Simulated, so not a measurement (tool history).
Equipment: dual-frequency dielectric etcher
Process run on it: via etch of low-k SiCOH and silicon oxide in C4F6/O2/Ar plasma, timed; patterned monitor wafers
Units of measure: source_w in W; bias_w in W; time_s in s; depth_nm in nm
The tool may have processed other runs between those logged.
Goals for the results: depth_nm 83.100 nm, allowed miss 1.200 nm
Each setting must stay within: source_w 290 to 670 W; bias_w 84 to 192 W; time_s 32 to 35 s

| run | hour | source_w | bias_w | time_s | depth_nm |
|---|---|---|---|---|---|
| 1 | 0.0 | 480 | 138 | 35 | 103.310 |
| 2 | 7.8 | 450 | 132 | 35 | 97.129 |
| 3 | 11.0 | 450 | 112 | 35 | 91.437 |
| 4 | 15.5 | 430 | 112 | 35 | 88.698 |
| 5 | 22.4 | 420 | 112 | 35 | 88.214 |
| 6 | 25.7 | 410 | 112 | 35 | 86.926 |
| 7 | 30.6 | 400 | 112 | 35 | 85.630 |
| 8 | 32.7 | 390 | 112 | 35 | 84.364 |

Exercise: of the 5 proposed moves below, exactly one satisfies all targets within the stated allowed misses. Which move is it?
| A | 34.8 | 380 | 121 | 32 | ? |
| B | 34.8 | 380 | 118 | 35 | ? |
| C | 34.8 | 400 | 105 | 35 | ? |
| D | 34.8 | 350 | 134 | 32 | ? |
| E | 34.8 | 390 | 114 | 35 | ? |

| move | depth_nm |
|---|---|
| A | 79.329 |
| B | 85.770 |
| C | 83.457 |
| D | 79.583 |
| E | 85.574 |
A: carries the result that was furthest off beyond its target, to the other side
B: lands further from the targets than the last run did
C: every result within its allowed miss
D: carries the result that was furthest off beyond its target, to the other side
E: lands further from the targets than the last run did
Move C is the one to make.

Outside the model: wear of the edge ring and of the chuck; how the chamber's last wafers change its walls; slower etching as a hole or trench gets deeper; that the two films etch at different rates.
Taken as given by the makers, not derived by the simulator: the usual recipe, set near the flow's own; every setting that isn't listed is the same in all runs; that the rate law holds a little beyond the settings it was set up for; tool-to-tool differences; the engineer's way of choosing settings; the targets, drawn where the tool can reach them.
